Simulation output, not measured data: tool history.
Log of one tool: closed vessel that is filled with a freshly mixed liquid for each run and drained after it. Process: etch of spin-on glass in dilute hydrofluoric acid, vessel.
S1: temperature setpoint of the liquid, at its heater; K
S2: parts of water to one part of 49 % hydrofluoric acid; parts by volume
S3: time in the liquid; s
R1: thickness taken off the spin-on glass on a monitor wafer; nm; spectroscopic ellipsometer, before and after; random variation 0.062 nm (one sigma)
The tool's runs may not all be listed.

{"run": 1, "hour": 0.0, "S1": 296.15, "S2": 155, "S3": 30, "R1": 9.4621}
{"run": 2, "hour": 4.4, "S1": 298.65, "S2": 155, "S3": 30, "R1": 10.434}
{"run": 3, "hour": 9.4, "S1": 300.15, "S2": 155, "S3": 30, "R1": 11.015}
{"run": 4, "hour": 10.2, "S1": 300.15, "S2": 205, "S3": 30, "R1": 7.8348}
{"hour": 12.6, "done": "thermometer replaced"}
{"run": 5, "hour": 12.6, "S1": 300.15, "S2": 235, "S3": 30, "R1": 7.062}
{"run": 6, "hour": 14.6, "S1": 301.15, "S2": 210, "S3": 30, "R1": 8.4287}

Forecast run 7:
{"run": 7, "hour": 20.8, "S1": 302.15, "S2": 195, "S3": 30, "R1": "?"}

{"run 7": {"R1": 9.5602}}
